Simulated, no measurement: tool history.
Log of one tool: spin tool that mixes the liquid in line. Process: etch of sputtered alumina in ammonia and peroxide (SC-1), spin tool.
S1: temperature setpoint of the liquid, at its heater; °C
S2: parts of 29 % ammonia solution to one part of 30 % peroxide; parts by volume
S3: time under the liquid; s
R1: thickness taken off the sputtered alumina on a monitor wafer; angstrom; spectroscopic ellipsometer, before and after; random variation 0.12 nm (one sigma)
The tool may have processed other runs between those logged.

run    day    S1    S2   S3      R1
  1  0.000  50.0  0.80  270  172.28
  2  0.146  50.0  0.80  295  186.98
  3  0.496  49.5  0.80  295  183.83
  4  0.871  49.5  0.80  295  181.20
  5  0.996  49.5  1.05  295  186.58
  6  1.217  49.0  1.05  295  181.36
  7  1.517  48.5  1.05  295  176.37

What will run 8 give?
  8  1.633  48.0  1.05  295   ?

Run 8 came out at R1 173.28 angstrom.
